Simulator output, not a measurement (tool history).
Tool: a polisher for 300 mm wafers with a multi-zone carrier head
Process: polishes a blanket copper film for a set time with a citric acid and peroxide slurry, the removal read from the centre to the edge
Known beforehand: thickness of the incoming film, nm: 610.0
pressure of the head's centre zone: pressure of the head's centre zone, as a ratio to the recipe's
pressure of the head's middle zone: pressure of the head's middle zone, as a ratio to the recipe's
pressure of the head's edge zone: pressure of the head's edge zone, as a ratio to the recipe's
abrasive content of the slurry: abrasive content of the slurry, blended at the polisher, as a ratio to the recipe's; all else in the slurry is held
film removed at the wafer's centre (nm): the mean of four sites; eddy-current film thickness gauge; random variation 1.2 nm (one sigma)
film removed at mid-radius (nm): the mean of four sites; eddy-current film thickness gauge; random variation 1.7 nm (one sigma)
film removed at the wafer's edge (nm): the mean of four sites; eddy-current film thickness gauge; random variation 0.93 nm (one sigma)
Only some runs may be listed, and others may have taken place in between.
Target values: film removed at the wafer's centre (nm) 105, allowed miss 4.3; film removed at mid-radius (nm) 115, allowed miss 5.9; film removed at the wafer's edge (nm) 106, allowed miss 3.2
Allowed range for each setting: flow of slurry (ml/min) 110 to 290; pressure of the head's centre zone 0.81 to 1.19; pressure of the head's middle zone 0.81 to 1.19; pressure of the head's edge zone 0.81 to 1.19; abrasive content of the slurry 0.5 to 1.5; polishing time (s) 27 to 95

run    day  flow of slurry (ml/min)  pressure of the head's centre zone  pressure of the head's middle zone  pressure of the head's edge zone  abrasive content of the slurry  polishing time (s)  film removed at the wafer's centre (nm)  film removed at mid-radius (nm)  film removed at the wafer's edge (nm)
  1      0                      185                                   1                                   1                                 1                               1                  61                                   166.13                           165.61                                 164.49
  2  0.062                      180                                0.98                                   1                              0.97                            0.85                  57                                   150.98                           147.48                                 146.09
  3  0.129                      180                                0.98                                   1                              0.97                            0.95                  57                                   149.53                           150.55                                 149.65
  4   0.45                      175                                0.95                                1.02                              0.94                            0.85                  54                                   138.79                           144.04                                 136.08
  5  0.788                      175                                0.95                                0.94                              0.94                            0.85                  54                                    134.4                           132.97                                 136.28
  6  0.942                      175                                0.95                                0.94                              0.94                            0.65                  54                                   128.54                           129.83                                 131.63
  7  1.162                      170                                0.94                                0.95                              0.91                             0.6                  52                                   123.66                           127.67                                 123.99
  8  1.508                      150                                0.87                                0.94                              0.83                             0.5                  45                                   96.038                           99.597                                 98.549
  9  1.583                      165                                0.87                                0.96                              0.84                             0.5                  45                                   96.242                           105.64                                 99.352
 10  1.733                      175                                0.88                                0.96                              0.85                             0.5                  45                                   98.055                           102.58                                 101.49
 11  2.025                      170                                0.89                                0.98                              0.86                             0.5                  45                                   99.093                           109.74                                 100.44
 12  2.121                      175                                 0.9                                0.98                              0.87                             0.5                  45                                   99.898                           108.53                                 100.56
 13  2.179                      175                                0.91                                0.98                              0.89                             0.5                  45                                    99.19                           106.59                                  102.9
 14  2.317                      180                                0.92                                0.99                              0.89                             0.5                  45                                    101.4                            107.9                                 103.24

Which single option among these 5 for the next run brings every result within its allowed miss of target? Just one does.
  A  2.454                      160                                 0.9                                0.91                              0.92                            0.55                  46                                        ?                                ?                                      ?
  B  2.454                      190                                0.91                                0.93                                 1                            0.55                  43                                        ?                                ?                                      ?
  C  2.454                      210                                0.93                                1.04                              0.92                            0.55                  44                                        ?                                ?                                      ?
  D  2.454                      185                                0.81                                0.93                              0.88                             0.5                  48                                        ?                                ?                                      ?
  E  2.454                      185                                0.89                                0.93                              0.94                             0.5                  43                                        ?                                ?                                      ?

move  film removed at the wafer's centre (nm)  film removed at mid-radius (nm)  film removed at the wafer's edge (nm)
   A                                   101.52                           104.87                                 107.34
   B                                   97.886                           101.66                                 105.78
   C                                   103.46                           115.48                                  104.7
   D                                   96.577                           111.75                                 109.54
   E                                   94.343                           100.07                                 101.15
A: moves away from the targets compared with the last run
B: moves away from the targets compared with the last run
C: meets every target
D: puts the biggest miss on target and leaves a different result outside tolerance
E: moves away from the targets compared with the last run
The right move is C.

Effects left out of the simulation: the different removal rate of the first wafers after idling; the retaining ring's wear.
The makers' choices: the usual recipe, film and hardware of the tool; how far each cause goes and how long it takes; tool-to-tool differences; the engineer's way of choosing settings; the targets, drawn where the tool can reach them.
